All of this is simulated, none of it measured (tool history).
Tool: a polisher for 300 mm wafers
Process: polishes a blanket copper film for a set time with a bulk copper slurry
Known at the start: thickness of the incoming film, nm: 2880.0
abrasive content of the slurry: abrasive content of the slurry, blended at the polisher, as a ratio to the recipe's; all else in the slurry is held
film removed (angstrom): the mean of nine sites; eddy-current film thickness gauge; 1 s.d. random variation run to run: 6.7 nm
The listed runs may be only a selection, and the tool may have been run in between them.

run	hour	flow of slurry (ml/min)	pressure of the wafer on the pad (kPa)	speed of the pad under the wafer (cm/s)	abrasive content of the slurry	polishing time (s)	film removed (angstrom)
1	0.0	210	15.2	96	1.0	93	6605.7
2	5.6	215	16.5	96	1.0	93	7158.7
3	6.2	220	17.9	96	1.0	93	7839.5
4	15.0	220	16.5	96	1.0	93	7139.5
5	19.8	220	16.5	96	1.0	93	7186.6
6	25.7	220	13.8	96	1.0	93	5993.4
7	31.0	220	15.9	96	1.0	93	6886.3
8	32.6	220	17.2	96	1.0	93	7433.3
9	39.5	220	18.6	96	1.0	93	8061.4
10	43.7	220	19.3	96	1.0	93	8294.4
11	50.3	220	19.3	96	1.0	93	8297.3
12	52.4	220	20.0	96	1.0	93	8686.4
13	59.3	220	20.7	96	1.0	93	8839.0
14	65.9	225	21.4	96	1.0	93	9291.4

Predict the results of run 15:
15	69.0	225	22.1	96	1.0	93	?

{"run 15": {"film removed (angstrom)": 9561.3}}

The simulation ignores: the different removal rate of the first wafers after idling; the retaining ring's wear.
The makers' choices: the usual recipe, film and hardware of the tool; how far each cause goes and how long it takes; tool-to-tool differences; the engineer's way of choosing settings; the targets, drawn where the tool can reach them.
